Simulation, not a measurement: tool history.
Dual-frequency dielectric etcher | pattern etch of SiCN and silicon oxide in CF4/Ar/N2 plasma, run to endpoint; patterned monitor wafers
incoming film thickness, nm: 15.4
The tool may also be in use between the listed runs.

Run 1, hour 0: source power (kW) 0.38, bias power (kW) 0.098, Ar flow (sccm) 94, CF4 flow (sccm) 54. Result: endpoint time (s) 20.113.
Run 2, hour 5.5: source power (kW) 0.38, bias power (kW) 0.098, Ar flow (sccm) 108, CF4 flow (sccm) 54. Result: endpoint time (s) 20.345.
Run 3, hour 12.7: source power (kW) 0.31, bias power (kW) 0.098, Ar flow (sccm) 108, CF4 flow (sccm) 54. Result: endpoint time (s) 23.229.
Run 4, hour 20.8: source power (kW) 0.31, bias power (kW) 0.098, Ar flow (sccm) 116, CF4 flow (sccm) 54. Result: endpoint time (s) 23.495.
Run 5, hour 29.5: source power (kW) 0.31, bias power (kW) 0.11, Ar flow (sccm) 116, CF4 flow (sccm) 54. Result: endpoint time (s) 22.394.
Run 6, hour 31: source power (kW) 0.34, bias power (kW) 0.11, Ar flow (sccm) 116, CF4 flow (sccm) 54. Result: endpoint time (s) 21.053.
Run 7, hour 34.9: source power (kW) 0.36, bias power (kW) 0.111, Ar flow (sccm) 116, CF4 flow (sccm) 54. Result: endpoint time (s) 20.271.
Run 8, hour 42.9: source power (kW) 0.37, bias power (kW) 0.112, Ar flow (sccm) 116, CF4 flow (sccm) 54. Result: endpoint time (s) 19.778.
Run 9, hour 51.2: source power (kW) 0.37, bias power (kW) 0.112, Ar flow (sccm) 116, CF4 flow (sccm) 54. Result: endpoint time (s) 19.86.
Run 10, hour 57.1: source power (kW) 0.38, bias power (kW) 0.113, Ar flow (sccm) 116, CF4 flow (sccm) 54. Result: endpoint time (s) 19.329.
Run 11, hour 58.8: source power (kW) 0.39, bias power (kW) 0.113, Ar flow (sccm) 116, CF4 flow (sccm) 54. Result: endpoint time (s) 19.001.
Run 12, hour 66.8: source power (kW) 0.4, bias power (kW) 0.113, Ar flow (sccm) 116, CF4 flow (sccm) 54. Result: endpoint time (s) 18.801.
Run 13, hour 72.5: source power (kW) 0.41, bias power (kW) 0.113, Ar flow (sccm) 116, CF4 flow (sccm) 54. Result: endpoint time (s) 18.416.

The next listed run, before its measurement:
Run 14, hour 81.5: source power (kW) 0.42, bias power (kW) 0.113, Ar flow (sccm) 116, CF4 flow (sccm) 54. Result: endpoint time (s) ?.

{"run 14": {"endpoint time (s)": 18.188}}
